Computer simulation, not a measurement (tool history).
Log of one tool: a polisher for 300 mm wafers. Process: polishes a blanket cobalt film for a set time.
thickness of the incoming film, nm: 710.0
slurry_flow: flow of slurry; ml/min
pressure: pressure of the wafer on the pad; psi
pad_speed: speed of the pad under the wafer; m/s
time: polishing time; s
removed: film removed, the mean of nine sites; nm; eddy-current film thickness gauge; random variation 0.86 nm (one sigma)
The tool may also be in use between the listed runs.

run	hour	slurry_flow	pressure	pad_speed	time	removed
1	0	300	1.7	1.1	38	155.7
2	2.4	300	1.5	1.1	38	141.46
3	9	340	1.5	1.1	38	138.19
4	9.9	340	1.4	1.1	38	131.18
5	17.1	340	1.4	1.1	35	118.43
6	24.6	340	1.3	1.1	35	111.37
7	32.9	340	1.3	1.1	35	111.82

Run 8 comes next. What will it give?
8	36.3	340	1.2	1.1	35	?

removed: 104.38 nm
